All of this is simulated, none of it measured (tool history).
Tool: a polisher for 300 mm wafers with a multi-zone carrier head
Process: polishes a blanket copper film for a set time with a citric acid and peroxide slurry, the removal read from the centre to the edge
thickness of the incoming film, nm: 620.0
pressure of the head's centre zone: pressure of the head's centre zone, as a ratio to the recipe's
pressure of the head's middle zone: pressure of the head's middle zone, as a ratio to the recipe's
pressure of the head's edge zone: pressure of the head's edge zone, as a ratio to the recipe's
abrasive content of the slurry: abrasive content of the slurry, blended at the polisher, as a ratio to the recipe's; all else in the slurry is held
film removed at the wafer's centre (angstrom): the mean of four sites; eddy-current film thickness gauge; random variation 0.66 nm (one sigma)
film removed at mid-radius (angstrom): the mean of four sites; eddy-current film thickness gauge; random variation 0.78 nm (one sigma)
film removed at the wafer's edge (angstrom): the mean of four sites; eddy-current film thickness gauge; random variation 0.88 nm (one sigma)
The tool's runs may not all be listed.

| run | day | flow of slurry (ml/min) | pressure of the head's centre zone | pressure of the head's middle zone | pressure of the head's edge zone | abrasive content of the slurry | polishing time (s) | film removed at the wafer's centre (angstrom) | film removed at mid-radius (angstrom) | film removed at the wafer's edge (angstrom) |
|---|---|---|---|---|---|---|---|---|---|---|
| 1 | 0 | 145 | 1 | 1 | 1 | 1 | 47 | 917.08 | 906.91 | 896.08 |
| 2 | 0.308 | 135 | 0.96 | 0.97 | 0.98 | 0.85 | 44 | 772.27 | 776.05 | 782.16 |
| 3 | 0.462 | 115 | 0.96 | 0.97 | 0.98 | 0.85 | 44 | 741.43 | 742.11 | 773.32 |
| 4 | 0.754 | 130 | 0.96 | 0.97 | 0.98 | 0.85 | 44 | 765.5 | 778.26 | 763.33 |
| 5 | 0.85 | 120 | 0.92 | 0.93 | 0.97 | 0.75 | 44 | 691.02 | 718.76 | 761.38 |
| 6 | 0.962 | 115 | 0.91 | 0.92 | 0.95 | 0.65 | 43 | 639.24 | 693.73 | 721.08 |
| 7 | 1.158 | 110 | 0.92 | 0.9 | 0.93 | 0.6 | 42 | 617.36 | 628.16 | 670.7 |

Forecast run 8:
| 8 | 1.433 | 90 | 0.88 | 0.9 | 0.9 | 0.55 | 42 | ? | ? | ? |

{"run 8": {"film removed at the wafer's centre (angstrom)": 545.66, "film removed at mid-radius (angstrom)": 586.85, "film removed at the wafer's edge (angstrom)": 626.77}}
